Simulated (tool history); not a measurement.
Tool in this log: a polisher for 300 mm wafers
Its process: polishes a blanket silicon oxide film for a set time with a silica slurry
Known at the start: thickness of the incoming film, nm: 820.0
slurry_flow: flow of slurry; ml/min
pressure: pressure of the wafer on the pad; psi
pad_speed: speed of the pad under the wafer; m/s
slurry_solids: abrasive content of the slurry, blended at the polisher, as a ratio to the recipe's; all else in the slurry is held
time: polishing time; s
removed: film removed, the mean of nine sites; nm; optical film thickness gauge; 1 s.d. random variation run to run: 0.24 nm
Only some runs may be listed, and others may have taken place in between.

{"run": 1, "hour": 0.0, "slurry_flow": 305, "pressure": 2.8, "pad_speed": 1.02, "slurry_solids": 1.0, "time": 22, "removed": 39.509}
{"run": 2, "hour": 6.3, "slurry_flow": 305, "pressure": 2.8, "pad_speed": 1.02, "slurry_solids": 1.0, "time": 22, "removed": 38.748}
{"run": 3, "hour": 9.3, "slurry_flow": 265, "pressure": 2.8, "pad_speed": 1.02, "slurry_solids": 1.0, "time": 22, "removed": 38.851}
{"run": 4, "hour": 11.8, "slurry_flow": 265, "pressure": 2.8, "pad_speed": 1.22, "slurry_solids": 1.0, "time": 22, "removed": 44.019}
{"run": 5, "hour": 19.8, "slurry_flow": 265, "pressure": 2.2, "pad_speed": 1.22, "slurry_solids": 1.0, "time": 22, "removed": 36.904}
{"run": 6, "hour": 25.8, "slurry_flow": 265, "pressure": 2.2, "pad_speed": 1.22, "slurry_solids": 1.0, "time": 22, "removed": 35.894}
{"run": 7, "hour": 33.1, "slurry_flow": 265, "pressure": 1.9, "pad_speed": 1.04, "slurry_solids": 0.95, "time": 22, "removed": 27.703}
{"run": 8, "hour": 41.1, "slurry_flow": 265, "pressure": 1.3, "pad_speed": 0.76, "slurry_solids": 0.9, "time": 22, "removed": 15.533}
{"run": 9, "hour": 47.6, "slurry_flow": 265, "pressure": 1.4, "pad_speed": 0.76, "slurry_solids": 0.9, "time": 22, "removed": 16.508}

Predict the results of run 10:
{"run": 10, "hour": 49.8, "slurry_flow": 265, "pressure": 1.4, "pad_speed": 0.76, "slurry_solids": 0.9, "time": 22, "removed": "?"}

removed: 16.264 nm

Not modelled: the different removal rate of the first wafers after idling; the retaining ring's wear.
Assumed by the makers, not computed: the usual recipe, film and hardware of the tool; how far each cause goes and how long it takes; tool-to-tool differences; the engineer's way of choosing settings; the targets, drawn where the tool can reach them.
